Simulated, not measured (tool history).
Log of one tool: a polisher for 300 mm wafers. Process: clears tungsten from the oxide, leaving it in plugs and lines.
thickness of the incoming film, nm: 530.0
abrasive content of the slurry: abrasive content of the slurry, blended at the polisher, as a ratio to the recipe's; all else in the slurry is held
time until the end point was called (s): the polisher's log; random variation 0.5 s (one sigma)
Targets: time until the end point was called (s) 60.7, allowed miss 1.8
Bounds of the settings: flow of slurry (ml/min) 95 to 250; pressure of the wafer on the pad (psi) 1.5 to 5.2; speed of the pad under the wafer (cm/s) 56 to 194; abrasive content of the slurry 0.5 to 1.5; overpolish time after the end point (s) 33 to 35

run    day  flow of slurry (ml/min)  pressure of the wafer on the pad (psi)  speed of the pad under the wafer (cm/s)  abrasive content of the slurry  overpolish time after the end point (s)  time until the end point was called (s)
  1      0                      160                                     3.3                                      124                               1                                       33                                   116.19
  2  0.233                      165                                     3.5                                      124                               1                                       33                                   108.57
  3  0.296                      170                                     3.7                                      124                               1                                       33                                   101.08
  4  0.333                      175                                     3.9                                      124                               1                                       33                                   95.962
  5  0.388                      175                                     3.9                                      148                               1                                       33                                   83.564
  6  0.533                      175                                       4                                      148                               1                                       33                                   81.077
  7  0.883                      175                                     4.1                                      148                               1                                       33                                   78.011
  8   1.25                      200                                     4.9                                      148                               1                                       33                                   65.102

4 next moves are on the table. One of them brings every result within its allowed miss. Which?
  A  1.617                      180                                     4.8                                      142                             0.9                                       34                                        ?
  B  1.617                      180                                     4.6                                      150                               1                                       33                                        ?
  C  1.617                      205                                     4.8                                      168                            0.85                                       35                                        ?
  D  1.617                      190                                     4.6                                      144                               1                                       35                                        ?

move  time until the end point was called (s)
   A                                   71.757
   B                                   69.923
   C                                   61.046
   D                                   71.945
A: further off than the last run
B: further off than the last run
C: meets every target
D: further off than the last run
Move C is the one to make.
